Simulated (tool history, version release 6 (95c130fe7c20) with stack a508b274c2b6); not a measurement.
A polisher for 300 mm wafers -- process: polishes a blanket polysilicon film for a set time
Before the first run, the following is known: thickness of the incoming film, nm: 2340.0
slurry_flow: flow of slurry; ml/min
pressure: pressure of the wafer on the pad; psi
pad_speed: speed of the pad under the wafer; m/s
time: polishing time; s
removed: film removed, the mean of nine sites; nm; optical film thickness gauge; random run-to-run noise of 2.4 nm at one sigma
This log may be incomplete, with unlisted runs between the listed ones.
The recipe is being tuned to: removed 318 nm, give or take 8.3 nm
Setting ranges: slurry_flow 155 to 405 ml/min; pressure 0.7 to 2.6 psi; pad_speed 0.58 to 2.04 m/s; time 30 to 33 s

run	hour	slurry_flow	pressure	pad_speed	time	removed
1	0	260	1.6	1.3	33	177.77
2	7.7	260	1.7	1.3	33	186.24
3	10	260	1.7	1.3	30	169.04
4	17.9	225	1.7	1.3	30	166.07
5	21.1	245	1.8	1.3	30	176.12
6	27.4	245	1.8	1.62	30	219.27
7	30.6	260	1.9	1.62	30	224.41
8	37.2	250	2.4	1.64	30	267.42
9	38.7	255	2.4	1.66	30	273.51
10	39.8	260	2.4	1.68	30	278.09
11	45.7	275	2.6	1.68	30	294.48
12	51.2	275	2.6	1.7	30	297.81
13	54.2	275	2.6	1.72	30	295.39
14	56.6	270	2.6	1.74	30	302.78
15	63.5	270	2.6	1.76	30	313.2

Of the 5 settings listed for the next run, only one would bring every result within its allowed miss of target. Which one?
A	70.4	270	2.5	1.72	31	?
B	70.4	275	2.5	1.7	30	?
C	70.4	345	2.6	1.66	30	?
D	70.4	270	2.6	1.64	33	?
E	70.4	290	2.3	1.88	33	?

move	removed
A	302.13
B	289.45
C	295.84
D	316.18
E	331.6
A: moves away from the targets compared with the last run
B: moves away from the targets compared with the last run
C: moves away from the targets compared with the last run
D: every result within its allowed miss
E: the result that was furthest off in the last run now lies on the other side of its target
D is the move that brings every result within its allowed miss.

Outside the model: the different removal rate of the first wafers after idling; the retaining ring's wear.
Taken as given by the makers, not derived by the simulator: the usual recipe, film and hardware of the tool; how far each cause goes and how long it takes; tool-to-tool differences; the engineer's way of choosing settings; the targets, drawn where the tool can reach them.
